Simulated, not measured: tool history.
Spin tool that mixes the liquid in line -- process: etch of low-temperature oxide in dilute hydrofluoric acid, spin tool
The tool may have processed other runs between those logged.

run,hour,temperature setpoint of the liquid (C),parts of water to one part of 49 % hydrofluoric acid (parts by volume),time under the liquid (s),thickness taken off the low-temperature oxide on a monitor wafer (Å)
1,0,21,210,230,98.363
2,8.9,21,145,230,155.05
3,16.6,21,145,230,154.39
4,17.3,21,75,230,315.7
5,25.1,20,80,230,283.12
6,29.5,20,110,230,197.52
# hour 32.3: hydrofluoric acid flow meter replaced
7,32.3,20.5,110,230,180.86

Run 8 has not been measured yet. What should we expect?
8,37.3,21.5,110,230,?

{"run 8": {"thickness taken off the low-temperature oxide on a monitor wafer (Å)": 188.5}}
